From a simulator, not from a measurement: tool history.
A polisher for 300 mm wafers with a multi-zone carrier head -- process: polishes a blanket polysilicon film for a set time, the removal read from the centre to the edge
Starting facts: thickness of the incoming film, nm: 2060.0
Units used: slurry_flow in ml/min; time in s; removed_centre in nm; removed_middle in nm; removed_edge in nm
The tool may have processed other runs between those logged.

| run | hour | slurry_flow | centre_zone | middle_zone | edge_zone | time | removed_centre | removed_middle | removed_edge |
|---|---|---|---|---|---|---|---|---|---|
| 1 | 0 | 195 | 1 | 1 | 1 | 39 | 244.4 | 249.39 | 243.91 |
| 2 | 8 | 195 | 1 | 1 | 1 | 45 | 281.6 | 285.08 | 279.86 |
| 3 | 12.6 | 180 | 0.98 | 0.94 | 0.98 | 41 | 252.21 | 249.46 | 250.74 |
| 4 | 20.2 | 180 | 0.98 | 0.94 | 0.98 | 51 | 309.3 | 310.41 | 315.5 |
| 5 | 25 | 180 | 0.98 | 0.94 | 0.98 | 58 | 351.13 | 356.02 | 353.88 |
| 6 | 31.3 | 180 | 0.98 | 0.94 | 0.94 | 58 | 347.88 | 352.67 | 343.47 |
| 7 | 38 | 170 | 0.96 | 0.9 | 0.94 | 49 | 287.6 | 279.5 | 292.84 |
| 8 | 44 | 165 | 0.94 | 0.88 | 0.91 | 43 | 247.76 | 241.4 | 248.52 |
| 9 | 48.6 | 130 | 0.91 | 0.81 | 0.98 | 32 | 166.77 | 164.58 | 186.52 |

Run 10, settings as shown, results not yet in. Your forecast:
| 10 | 50.4 | 145 | 0.92 | 0.81 | 0.98 | 32 | ? | ? | ? |

{"run 10": {"removed_centre": 172.89, "removed_middle": 165.11, "removed_edge": 185.23}}
